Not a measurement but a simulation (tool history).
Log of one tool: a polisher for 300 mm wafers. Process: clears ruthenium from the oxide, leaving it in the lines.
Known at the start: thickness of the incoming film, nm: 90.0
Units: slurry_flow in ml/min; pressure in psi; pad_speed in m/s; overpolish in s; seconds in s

Run 1, hour 0.0: slurry_flow 295 ml/min, pressure 2.2 psi, pad_speed 0.98 m/s, overpolish 35 s. Result: seconds 64.210 s.
Run 2, hour 2.6: slurry_flow 255 ml/min, pressure 2.2 psi, pad_speed 0.98 m/s, overpolish 35 s. Result: seconds 62.993 s.
Run 3, hour 4.4: slurry_flow 255 ml/min, pressure 2.4 psi, pad_speed 0.98 m/s, overpolish 35 s. Result: seconds 57.137 s.
Run 4, hour 6.4: slurry_flow 255 ml/min, pressure 2.6 psi, pad_speed 0.98 m/s, overpolish 35 s. Result: seconds 53.732 s.
At hour 11.0: head pressure recalibrated.
Run 5, hour 11.0: slurry_flow 255 ml/min, pressure 2.7 psi, pad_speed 0.98 m/s, overpolish 35 s. Result: seconds 57.403 s.
Run 6, hour 16.8: slurry_flow 290 ml/min, pressure 2.7 psi, pad_speed 0.98 m/s, overpolish 35 s. Result: seconds 56.621 s.
Run 7, hour 24.8: slurry_flow 280 ml/min, pressure 2.9 psi, pad_speed 0.98 m/s, overpolish 35 s. Result: seconds 52.528 s.

Run 8 comes next. What will it give?
Run 8, hour 28.8: slurry_flow 280 ml/min, pressure 3.0 psi, pad_speed 0.98 m/s, overpolish 35 s. Result: seconds ?.

{"run 8": {"seconds": 51.545}}
